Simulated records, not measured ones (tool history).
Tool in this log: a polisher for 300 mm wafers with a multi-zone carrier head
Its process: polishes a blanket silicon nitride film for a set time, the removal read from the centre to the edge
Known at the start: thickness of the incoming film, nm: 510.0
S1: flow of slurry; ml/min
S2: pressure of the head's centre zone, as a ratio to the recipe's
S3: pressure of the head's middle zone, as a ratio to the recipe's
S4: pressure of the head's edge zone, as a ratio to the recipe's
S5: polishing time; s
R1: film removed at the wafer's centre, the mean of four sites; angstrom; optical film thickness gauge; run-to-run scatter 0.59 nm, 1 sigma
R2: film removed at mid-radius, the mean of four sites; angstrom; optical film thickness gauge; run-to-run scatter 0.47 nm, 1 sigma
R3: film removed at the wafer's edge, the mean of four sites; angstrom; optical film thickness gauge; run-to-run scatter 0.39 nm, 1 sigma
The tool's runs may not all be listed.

run  hour   S1    S2    S3    S4  S5      R1      R2      R3
  1   0.0  125  1.00  1.00  1.00  61  691.79  701.23  733.54
  2   3.7  125  0.92  1.00  1.00  61  648.05  703.52  734.74
  3   9.2  115  0.95  0.99  0.95  60  636.52  672.12  691.84
  4  15.4  115  0.90  0.99  0.95  60  614.31  673.68  694.58
  5  18.1  105  0.93  0.98  0.91  60  587.88  633.60  670.89
  6  21.9  110  0.97  0.99  0.88  59  611.84  647.63  649.48
     23.5  -- slurry nozzle cleaned
  7  23.5  110  0.97  0.99  0.88  59  743.38  751.22  720.97
  8  29.7  105  0.98  0.98  0.88  57  714.54  725.28  692.53

Run 9 comes next. What will it give?
  9  32.2  105  0.96  0.95  0.89  53   ?   ?   ?

{"run 9": {"R1": 652.46, "R2": 646.39, "R3": 649.72}}
